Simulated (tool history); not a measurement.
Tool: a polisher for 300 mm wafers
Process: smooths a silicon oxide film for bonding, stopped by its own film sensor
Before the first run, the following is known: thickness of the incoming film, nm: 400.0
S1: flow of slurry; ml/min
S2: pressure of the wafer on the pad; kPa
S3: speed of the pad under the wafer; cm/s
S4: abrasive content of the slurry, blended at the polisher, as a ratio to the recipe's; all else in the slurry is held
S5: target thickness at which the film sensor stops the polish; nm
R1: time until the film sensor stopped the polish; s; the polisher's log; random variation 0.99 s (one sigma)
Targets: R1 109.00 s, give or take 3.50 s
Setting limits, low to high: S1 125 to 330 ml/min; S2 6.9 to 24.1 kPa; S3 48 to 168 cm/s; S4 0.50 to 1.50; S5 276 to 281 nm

Run 1, hour 0.0: S1 210 ml/min, S2 15.2 kPa, S3 108 cm/s, S4 1.00, S5 281 nm. Result: R1 172.46 s.
Run 2, hour 5.8: S1 215 ml/min, S2 16.5 kPa, S3 108 cm/s, S4 1.00, S5 281 nm. Result: R1 162.46 s.
Run 3, hour 11.1: S1 215 ml/min, S2 16.5 kPa, S3 90 cm/s, S4 1.00, S5 281 nm. Result: R1 188.30 s.
Run 4, hour 14.9: S1 215 ml/min, S2 18.6 kPa, S3 94 cm/s, S4 1.00, S5 281 nm. Result: R1 164.39 s.
Run 5, hour 22.9: S1 215 ml/min, S2 18.6 kPa, S3 94 cm/s, S4 1.20, S5 281 nm. Result: R1 152.40 s.
Run 6, hour 31.8: S1 215 ml/min, S2 16.5 kPa, S3 94 cm/s, S4 1.20, S5 281 nm. Result: R1 167.13 s.
Run 7, hour 34.9: S1 215 ml/min, S2 18.6 kPa, S3 96 cm/s, S4 1.20, S5 281 nm. Result: R1 151.28 s.
Run 8, hour 43.9: S1 215 ml/min, S2 20.0 kPa, S3 98 cm/s, S4 1.20, S5 281 nm. Result: R1 139.67 s.
Run 9, hour 49.3: S1 230 ml/min, S2 24.1 kPa, S3 100 cm/s, S4 1.20, S5 281 nm. Result: R1 117.03 s.
Run 10, hour 57.5: S1 230 ml/min, S2 24.1 kPa, S3 102 cm/s, S4 1.20, S5 281 nm. Result: R1 114.22 s.
Run 11, hour 62.8: S1 230 ml/min, S2 24.1 kPa, S3 104 cm/s, S4 1.20, S5 281 nm. Result: R1 113.35 s.

Consider the 5 candidate settings below. Which is the only one whose results all fall within their allowed miss of target?
Run A, hour 68.1: S1 245 ml/min, S2 24.1 kPa, S3 98 cm/s, S4 1.25, S5 279 nm. Result: R1 ?.
Run B, hour 68.1: S1 245 ml/min, S2 24.1 kPa, S3 100 cm/s, S4 1.25, S5 279 nm. Result: R1 ?.
Run C, hour 68.1: S1 205 ml/min, S2 24.1 kPa, S3 114 cm/s, S4 1.25, S5 276 nm. Result: R1 ?.
Run D, hour 68.1: S1 255 ml/min, S2 24.1 kPa, S3 102 cm/s, S4 1.10, S5 281 nm. Result: R1 ?.
Run E, hour 68.1: S1 255 ml/min, S2 21.4 kPa, S3 112 cm/s, S4 1.35, S5 276 nm. Result: R1 ?.

move      R1
   A  119.92
   B  118.00
   C  111.40
   D  119.84
   E  117.68
A: misses by more than the last run did
B: misses by more than the last run did
C: each result inside its tolerance
D: misses by more than the last run did
E: misses by more than the last run did
C meets every target.
